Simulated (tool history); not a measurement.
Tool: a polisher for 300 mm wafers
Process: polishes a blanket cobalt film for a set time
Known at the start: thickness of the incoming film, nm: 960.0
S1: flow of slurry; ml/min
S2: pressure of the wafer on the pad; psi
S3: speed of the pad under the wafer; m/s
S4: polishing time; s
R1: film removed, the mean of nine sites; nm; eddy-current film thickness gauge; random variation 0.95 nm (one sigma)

run,hour,S1,S2,S3,S4,R1
1,0,180,2.5,0.84,35,188.3
2,8.3,180,2.5,0.74,35,170.99
3,12.7,180,3,0.74,35,201.91
4,16.4,180,3,0.74,31,181.71
5,22.7,180,3,0.92,31,215.02
6,28.4,175,2.7,0.92,31,196.77
7,33.2,170,2.5,0.92,31,178.1
8,36.5,160,2.4,0.92,31,171.72
9,40.6,155,2.3,0.92,31,162.12
10,47.6,150,2.2,0.92,31,155.82

Run 11 comes next. What will it give?
11,51.3,145,2.1,0.92,31,?

R1: 147.37 nm
